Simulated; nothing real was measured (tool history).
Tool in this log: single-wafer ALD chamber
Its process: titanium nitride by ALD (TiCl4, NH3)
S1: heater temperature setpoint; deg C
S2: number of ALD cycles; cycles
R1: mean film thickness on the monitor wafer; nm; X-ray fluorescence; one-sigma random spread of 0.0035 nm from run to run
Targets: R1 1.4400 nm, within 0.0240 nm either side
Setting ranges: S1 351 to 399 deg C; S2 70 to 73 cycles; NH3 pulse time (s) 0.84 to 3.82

run 1 hour=0.0 | S1=375 S2=73 NH3_pulse_time_(s)=2.33 | R1=1.5478
run 2 hour=6.2 | S1=371 S2=72 NH3_pulse_time_(s)=2.04 | R1=1.4996
run 3 hour=12.6 | S1=369 S2=71 NH3_pulse_time_(s)=1.97 | R1=1.4757
run 4 hour=21.1 | S1=369 S2=71 NH3_pulse_time_(s)=2.38 | R1=1.4827
run 5 hour=29.1 | S1=367 S2=71 NH3_pulse_time_(s)=2.35 | R1=1.4744
run 6 hour=31.2 | S1=367 S2=71 NH3_pulse_time_(s)=2.90 | R1=1.4975
run 7 hour=35.9 | S1=364 S2=71 NH3_pulse_time_(s)=2.83 | R1=1.4898
run 8 hour=36.9 | S1=362 S2=71 NH3_pulse_time_(s)=2.74 | R1=1.4786

Below are 5 possible settings for the next run. Only one of them brings all results inside the allowed miss of their targets. Which is it?
run A hour=37.9 | S1=363 S2=72 NH3_pulse_time_(s)=2.89 | R1=?
run B hour=37.9 | S1=366 S2=71 NH3_pulse_time_(s)=2.64 | R1=?
run C hour=37.9 | S1=362 S2=70 NH3_pulse_time_(s)=2.34 | R1=?
run D hour=37.9 | S1=361 S2=72 NH3_pulse_time_(s)=2.88 | R1=?
run E hour=37.9 | S1=366 S2=72 NH3_pulse_time_(s)=2.25 | R1=?

move=A R1=1.5158
move=B R1=1.4935
move=C R1=1.4522
move=D R1=1.5112
move=E R1=1.5000
A: its largest miss is bigger than the last run's
B: its largest miss is bigger than the last run's
C: hits every target within its allowed miss
D: its largest miss is bigger than the last run's
E: its largest miss is bigger than the last run's
C is the move that brings every result within its allowed miss.

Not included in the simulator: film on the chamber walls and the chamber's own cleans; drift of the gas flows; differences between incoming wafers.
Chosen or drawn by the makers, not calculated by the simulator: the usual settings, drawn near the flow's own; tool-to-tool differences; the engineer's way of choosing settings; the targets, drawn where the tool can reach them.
